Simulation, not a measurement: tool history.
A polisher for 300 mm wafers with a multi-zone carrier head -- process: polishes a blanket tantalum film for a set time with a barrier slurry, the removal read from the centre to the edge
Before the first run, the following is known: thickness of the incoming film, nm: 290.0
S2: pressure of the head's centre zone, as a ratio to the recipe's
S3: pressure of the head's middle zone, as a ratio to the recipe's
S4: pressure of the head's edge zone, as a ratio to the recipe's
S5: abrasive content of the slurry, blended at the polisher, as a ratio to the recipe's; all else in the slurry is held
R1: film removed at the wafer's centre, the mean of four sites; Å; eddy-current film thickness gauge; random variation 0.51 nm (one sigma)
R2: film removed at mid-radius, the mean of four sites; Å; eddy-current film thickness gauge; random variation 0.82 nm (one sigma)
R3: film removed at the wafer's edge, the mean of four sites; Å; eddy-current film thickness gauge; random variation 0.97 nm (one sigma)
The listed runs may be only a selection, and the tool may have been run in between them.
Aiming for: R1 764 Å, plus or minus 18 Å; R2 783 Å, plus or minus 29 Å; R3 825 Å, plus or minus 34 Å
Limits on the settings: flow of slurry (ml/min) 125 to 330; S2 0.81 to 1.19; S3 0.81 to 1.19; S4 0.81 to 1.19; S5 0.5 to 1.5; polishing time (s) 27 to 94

Run 1, hour 0: flow of slurry (ml/min) 210, S2 1, S3 1, S4 1, S5 1, polishing time (s) 60. Result: R1 949.44 Å, R2 938.23 Å, R3 933.8 Å.
Run 2, hour 4.7: flow of slurry (ml/min) 210, S2 1, S3 1, S4 1, S5 1, polishing time (s) 66. Result: R1 1031.5 Å, R2 1027.8 Å, R3 1013.8 Å.
Run 3, hour 10.7: flow of slurry (ml/min) 180, S2 1, S3 1, S4 1, S5 1, polishing time (s) 66. Result: R1 1019 Å, R2 1014.2 Å, R3 1024.9 Å.
Run 4, hour 17.5: flow of slurry (ml/min) 180, S2 1, S3 1.07, S4 1, S5 1, polishing time (s) 66. Result: R1 1042 Å, R2 1089.9 Å, R3 998.26 Å.
Run 5, hour 18.9: flow of slurry (ml/min) 130, S2 1, S3 1.07, S4 1, S5 1, polishing time (s) 66. Result: R1 982.97 Å, R2 1012 Å, R3 999.76 Å.
Run 6, hour 24.3: flow of slurry (ml/min) 130, S2 1, S3 1.07, S4 1, S5 0.9, polishing time (s) 66. Result: R1 942.17 Å, R2 977.24 Å, R3 957.64 Å.
Run 7, hour 29.3: flow of slurry (ml/min) 140, S2 0.99, S3 1.04, S4 0.98, S5 0.85, polishing time (s) 66. Result: R1 911.25 Å, R2 941.81 Å, R3 920.93 Å.
Run 8, hour 34.4: flow of slurry (ml/min) 140, S2 0.97, S3 1.01, S4 0.96, S5 0.85, polishing time (s) 66. Result: R1 913.61 Å, R2 940.01 Å, R3 912.9 Å.
Run 9, hour 36.8: flow of slurry (ml/min) 140, S2 0.95, S3 0.98, S4 0.96, S5 0.8, polishing time (s) 66. Result: R1 863.73 Å, R2 907.04 Å, R3 877.28 Å.
Run 10, hour 42.3: flow of slurry (ml/min) 135, S2 0.94, S3 0.95, S4 0.96, S5 0.8, polishing time (s) 66. Result: R1 835.16 Å, R2 858.74 Å, R3 863.64 Å.
Run 11, hour 46.1: flow of slurry (ml/min) 135, S2 0.93, S3 0.93, S4 0.96, S5 0.8, polishing time (s) 66. Result: R1 832.38 Å, R2 865.56 Å, R3 881.67 Å.
Run 12, hour 53.1: flow of slurry (ml/min) 135, S2 0.92, S3 0.91, S4 0.95, S5 0.8, polishing time (s) 66. Result: R1 823.93 Å, R2 843.16 Å, R3 875.48 Å.
Run 13, hour 59.5: flow of slurry (ml/min) 135, S2 0.91, S3 0.9, S4 0.94, S5 0.8, polishing time (s) 66. Result: R1 822.65 Å, R2 828.86 Å, R3 865.56 Å.
Run 14, hour 62.4: flow of slurry (ml/min) 135, S2 0.9, S3 0.89, S4 0.93, S5 0.8, polishing time (s) 66. Result: R1 804.91 Å, R2 835.37 Å, R3 885.79 Å.

Consider the 4 candidate settings below. Which is the only one whose results all fall within their allowed miss of target?
Run A, hour 65.3: flow of slurry (ml/min) 125, S2 0.87, S3 0.84, S4 0.86, S5 0.75, polishing time (s) 68. Result: R1 ?, R2 ?, R3 ?.
Run B, hour 65.3: flow of slurry (ml/min) 210, S2 1.03, S3 1, S4 0.95, S5 0.5, polishing time (s) 78. Result: R1 ?, R2 ?, R3 ?.
Run C, hour 65.3: flow of slurry (ml/min) 160, S2 0.94, S3 0.87, S4 0.9, S5 0.9, polishing time (s) 59. Result: R1 ?, R2 ?, R3 ?.
Run D, hour 65.3: flow of slurry (ml/min) 130, S2 0.88, S3 0.85, S4 1.06, S5 1.1, polishing time (s) 62. Result: R1 ?, R2 ?, R3 ?.

move      R1      R2      R3
   A  769.58  785.46  853.51
   B  811.92  776.38  775.22
   C   813.9  782.58  842.25
   D  842.84  855.95  1014.4
A: hits every target within its allowed miss
B: its largest miss is bigger than the last run's
C: its largest miss is bigger than the last run's
D: its largest miss is bigger than the last run's
Go with A: it meets all targets.
